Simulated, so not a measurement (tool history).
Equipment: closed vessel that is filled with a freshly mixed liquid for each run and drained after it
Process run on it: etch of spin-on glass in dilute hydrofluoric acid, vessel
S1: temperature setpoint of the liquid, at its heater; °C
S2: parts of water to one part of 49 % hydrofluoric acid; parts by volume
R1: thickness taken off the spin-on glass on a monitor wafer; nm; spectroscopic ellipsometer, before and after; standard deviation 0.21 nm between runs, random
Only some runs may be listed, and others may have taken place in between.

Run 1, hour 0: S1 22 °C, S2 205 parts by volume, time in the liquid (s) 50. Result: R1 10.867 nm.
Run 2, hour 3.3: S1 22 °C, S2 205 parts by volume, time in the liquid (s) 40. Result: R1 8.7119 nm.
Run 3, hour 7.5: S1 24 °C, S2 165 parts by volume, time in the liquid (s) 40. Result: R1 12.032 nm.
Run 4, hour 11.6: S1 21.5 °C, S2 165 parts by volume, time in the liquid (s) 40. Result: R1 11.047 nm.
Run 5, hour 18.4: S1 21.5 °C, S2 165 parts by volume, time in the liquid (s) 40. Result: R1 10.938 nm.
Run 6, hour 23.3: S1 24 °C, S2 135 parts by volume, time in the liquid (s) 40. Result: R1 15.076 nm.
Run 7, hour 28.9: S1 25.5 °C, S2 120 parts by volume, time in the liquid (s) 40. Result: R1 18.604 nm.

What will run 8 give?
Run 8, hour 30.2: S1 29.5 °C, S2 110 parts by volume, time in the liquid (s) 40. Result: R1 ?.

Run 8 gave R1 23.882 nm.
